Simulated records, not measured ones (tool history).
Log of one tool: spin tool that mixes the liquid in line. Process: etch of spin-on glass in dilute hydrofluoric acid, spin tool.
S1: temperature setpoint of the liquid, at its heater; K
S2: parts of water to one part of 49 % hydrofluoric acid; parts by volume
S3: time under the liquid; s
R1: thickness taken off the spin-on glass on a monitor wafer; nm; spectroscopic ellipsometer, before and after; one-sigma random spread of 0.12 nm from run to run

| run | hour | S1 | S2 | S3 | R1 |
|---|---|---|---|---|---|
| 1 | 0 | 297.15 | 275 | 95 | 16.975 |
| 2 | 7.7 | 298.65 | 275 | 95 | 17.876 |
| 3 | 10.1 | 298.65 | 210 | 95 | 25.309 |
| 4 | 18.4 | 298.15 | 210 | 95 | 24.745 |
| 5 | 23 | 297.65 | 210 | 95 | 24.21 |
| 6 | 31.1 | 297.15 | 210 | 95 | 23.939 |

Estimate the outcome of run 7 from the log above:
| 7 | 33.1 | 296.65 | 210 | 95 | ? |

R1: 23.44 nm

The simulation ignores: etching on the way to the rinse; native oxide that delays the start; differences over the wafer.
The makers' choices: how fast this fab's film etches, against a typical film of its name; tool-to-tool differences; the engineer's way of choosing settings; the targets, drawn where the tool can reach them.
